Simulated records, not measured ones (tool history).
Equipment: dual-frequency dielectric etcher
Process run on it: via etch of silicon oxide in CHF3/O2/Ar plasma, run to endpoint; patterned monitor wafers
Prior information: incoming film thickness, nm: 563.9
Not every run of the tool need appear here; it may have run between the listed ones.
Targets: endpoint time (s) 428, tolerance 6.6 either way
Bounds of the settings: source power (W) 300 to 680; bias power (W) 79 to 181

run,day,source power (W),bias power (W),endpoint time (s)
1,0,490,130,365.5
2,0.033,430,130,387.84
3,0.233,430,147,375.61
4,0.529,390,145,391.65
5,0.771,390,137,399.84
6,0.996,370,136,407.47
7,1.112,360,136,416.59
8,1.233,360,136,412.87
9,1.442,350,136,419.03

5 candidate next runs follow, results not yet known. Just one meets every target within its allowed miss. Identify it.
A,1.65,350,138,?
B,1.65,380,126,?
C,1.65,330,156,?
D,1.65,360,118,?
E,1.65,350,141,?

move,endpoint time (s)
A,416.8
B,409.46
C,416.53
D,425.02
E,414.87
A: the biggest miss grows against the last run
B: the biggest miss grows against the last run
C: the biggest miss grows against the last run
D: every result within its allowed miss
E: the biggest miss grows against the last run
The right move is D.

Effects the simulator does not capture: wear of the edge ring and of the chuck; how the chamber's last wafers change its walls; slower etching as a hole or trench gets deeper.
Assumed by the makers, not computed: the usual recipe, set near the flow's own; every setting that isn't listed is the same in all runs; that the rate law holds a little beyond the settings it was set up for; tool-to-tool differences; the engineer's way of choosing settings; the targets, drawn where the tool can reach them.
